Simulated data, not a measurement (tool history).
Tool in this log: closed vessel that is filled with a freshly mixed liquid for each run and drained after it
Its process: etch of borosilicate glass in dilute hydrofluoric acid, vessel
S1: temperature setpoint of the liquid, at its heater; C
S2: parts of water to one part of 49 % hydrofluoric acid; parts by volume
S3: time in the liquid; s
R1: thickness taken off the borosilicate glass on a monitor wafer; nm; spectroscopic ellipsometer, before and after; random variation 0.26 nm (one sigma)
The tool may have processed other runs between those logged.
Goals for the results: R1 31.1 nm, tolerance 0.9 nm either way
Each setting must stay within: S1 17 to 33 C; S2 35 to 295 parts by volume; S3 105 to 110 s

run	hour	S1	S2	S3	R1
1	0	25	165	105	17.472
2	7.9	25	165	105	17.564
3	10.4	25	165	110	18.555
4	11.8	27	165	110	19.969
5	20.7	30	165	110	21.94
6	23.7	30	165	110	21.865
7	32.1	30.5	155	110	24.004
8	36.1	31	150	110	25.474
9	37.8	31.5	145	110	27.008
10	38.9	33	130	110	32.13

Which of these 5 next moves meets every target?
A	40	33	145	110	?
B	40	30	130	110	?
C	40	33	135	110	?
D	40	32.5	135	105	?
E	40	32	120	105	?

move	R1
A	28.12
B	28.763
C	30.635
D	28.73
E	32.433
A: takes the biggest miss from the last run beyond its target
B: takes the biggest miss from the last run beyond its target
C: every result lands within tolerance
D: takes the biggest miss from the last run beyond its target
E: moves away from the targets compared with the last run
Correct choice: C, which meets every target
